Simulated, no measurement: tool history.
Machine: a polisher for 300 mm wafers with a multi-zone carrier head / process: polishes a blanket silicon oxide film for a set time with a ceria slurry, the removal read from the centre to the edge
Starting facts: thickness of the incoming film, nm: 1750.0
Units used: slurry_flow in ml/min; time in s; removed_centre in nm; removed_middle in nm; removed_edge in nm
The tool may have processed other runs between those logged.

run 1 day=0.000 | slurry_flow=125 centre_zone=1.00 middle_zone=1.00 edge_zone=1.00 time=87 | removed_centre=527.08 removed_middle=513.41 removed_edge=526.25
run 2 day=0.071 | slurry_flow=140 centre_zone=0.98 middle_zone=1.04 edge_zone=1.06 time=93 | removed_centre=569.47 removed_middle=587.38 removed_edge=584.72
run 3 day=0.417 | slurry_flow=140 centre_zone=0.98 middle_zone=1.04 edge_zone=1.06 time=82 | removed_centre=507.99 removed_middle=522.12 removed_edge=509.68
run 4 day=0.788 | slurry_flow=140 centre_zone=0.98 middle_zone=1.04 edge_zone=1.00 time=82 | removed_centre=499.77 removed_middle=520.25 removed_edge=501.80
run 5 day=1.083 | slurry_flow=140 centre_zone=0.96 middle_zone=1.05 edge_zone=1.04 time=92 | removed_centre=544.20 removed_middle=582.42 removed_edge=578.39
run 6 day=1.312 | slurry_flow=140 centre_zone=0.96 middle_zone=1.09 edge_zone=1.04 time=92 | removed_centre=552.45 removed_middle=608.45 removed_edge=572.43
run 7 day=1.588 | slurry_flow=145 centre_zone=0.95 middle_zone=1.09 edge_zone=1.07 time=98 | removed_centre=591.02 removed_middle=643.73 removed_edge=639.93

What does the tool deliver on the next run?
run 8 day=1.729 | slurry_flow=180 centre_zone=0.94 middle_zone=1.19 edge_zone=1.15 time=102 | removed_centre=? removed_middle=? removed_edge=?

removed_centre: 633.30 nm
removed_middle: 753.73 nm
removed_edge: 686.39 nm

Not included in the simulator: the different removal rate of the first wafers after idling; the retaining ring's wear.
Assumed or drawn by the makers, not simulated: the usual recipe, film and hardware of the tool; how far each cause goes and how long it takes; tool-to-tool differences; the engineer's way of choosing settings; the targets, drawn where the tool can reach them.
